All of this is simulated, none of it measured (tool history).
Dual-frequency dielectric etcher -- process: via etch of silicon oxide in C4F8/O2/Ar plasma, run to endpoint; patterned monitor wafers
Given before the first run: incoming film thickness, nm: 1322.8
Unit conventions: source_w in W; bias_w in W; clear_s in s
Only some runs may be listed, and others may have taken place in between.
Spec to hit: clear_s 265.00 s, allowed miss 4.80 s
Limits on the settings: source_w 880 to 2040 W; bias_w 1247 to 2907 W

| run | hour | source_w | bias_w | clear_s |
|---|---|---|---|---|
| 1 | 0.0 | 1460 | 2077 | 297.16 |
| 2 | 8.9 | 1460 | 2261 | 283.77 |
| 3 | 15.2 | 1490 | 2268 | 281.63 |
| 4 | 16.5 | 1520 | 2274 | 280.24 |
| 5 | 23.4 | 1300 | 2274 | 294.90 |
| 6 | 30.9 | 1170 | 2274 | 299.69 |
| 7 | 33.2 | 1240 | 2300 | 293.59 |
| 8 | 39.9 | 1300 | 2320 | 288.45 |
| 9 | 45.9 | 1350 | 2334 | 285.70 |
| 10 | 51.6 | 1390 | 2347 | 282.05 |
| 11 | 56.7 | 1430 | 2357 | 280.87 |
| 12 | 62.1 | 1460 | 2369 | 278.66 |
| 13 | 67.4 | 1490 | 2379 | 274.64 |
| 14 | 72.5 | 1510 | 2384 | 275.39 |

Below are 5 possible settings for the next run. Only one of them brings all results inside the allowed miss of their targets. Which is it?
| A | 77.6 | 1490 | 2292 | ? |
| B | 77.6 | 1500 | 2165 | ? |
| C | 77.6 | 1580 | 2521 | ? |
| D | 77.6 | 1620 | 2665 | ? |
| E | 77.6 | 1600 | 2246 | ? |

| move | clear_s |
|---|---|
| A | 281.82 |
| B | 288.86 |
| C | 265.58 |
| D | 257.27 |
| E | 279.02 |
A: misses by more than the last run did
B: misses by more than the last run did
C: every result within its allowed miss
D: the result that was furthest off in the last run now lies on the other side of its target
E: misses by more than the last run did
C meets every target.
